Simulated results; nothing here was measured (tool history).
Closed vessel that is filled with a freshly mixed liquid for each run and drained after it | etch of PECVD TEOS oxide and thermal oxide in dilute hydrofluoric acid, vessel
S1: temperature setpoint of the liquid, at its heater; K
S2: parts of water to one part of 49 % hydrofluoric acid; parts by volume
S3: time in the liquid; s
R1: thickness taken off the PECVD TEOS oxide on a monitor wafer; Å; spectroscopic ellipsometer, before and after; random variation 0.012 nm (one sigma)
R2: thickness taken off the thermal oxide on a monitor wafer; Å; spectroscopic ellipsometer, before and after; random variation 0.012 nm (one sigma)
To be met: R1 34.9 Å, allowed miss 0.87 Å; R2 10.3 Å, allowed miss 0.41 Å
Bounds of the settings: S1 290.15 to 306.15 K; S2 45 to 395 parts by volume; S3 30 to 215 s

run	hour	S1	S2	S3	R1	R2
1	0	298.15	220	110	64.738	19.511
2	4.6	301.15	220	110	72.12	21.196
3	10.9	299.65	240	110	61.229	17.939
4	11.9	298.15	250	110	55.128	16.279
5	15	300.15	250	110	59.302	17.622
6	16.1	300.15	285	110	50.386	14.636
7	23.7	298.15	285	110	46.696	13.924
8	32.5	297.15	290	110	43.871	13.041
9	40	296.15	295	110	41.509	12.372
10	48.4	296.15	295	110	41.53	12.311
11	56.5	295.15	295	110	40.171	11.623
12	60.1	294.65	295	110	39.619	11.698
13	65.5	293.65	295	110	38.076	11.573
14	73.6	293.65	300	110	37.144	10.993
15	75.9	293.15	300	110	36.776	10.661

4 next moves are on the table. One of them brings every result within its allowed miss. Which?
A	78.2	290.65	275	110	?	?
B	78.2	293.15	295	110	?	?
C	78.2	293.65	350	135	?	?
D	78.2	290.15	385	160	?	?

move	R1	R2
A	37.26	11.217
B	37.47	11.28
C	37.596	11.318
D	34.715	10.451
A: further off than the last run
B: further off than the last run
C: further off than the last run
D: meets every target
Move D is the one to make.

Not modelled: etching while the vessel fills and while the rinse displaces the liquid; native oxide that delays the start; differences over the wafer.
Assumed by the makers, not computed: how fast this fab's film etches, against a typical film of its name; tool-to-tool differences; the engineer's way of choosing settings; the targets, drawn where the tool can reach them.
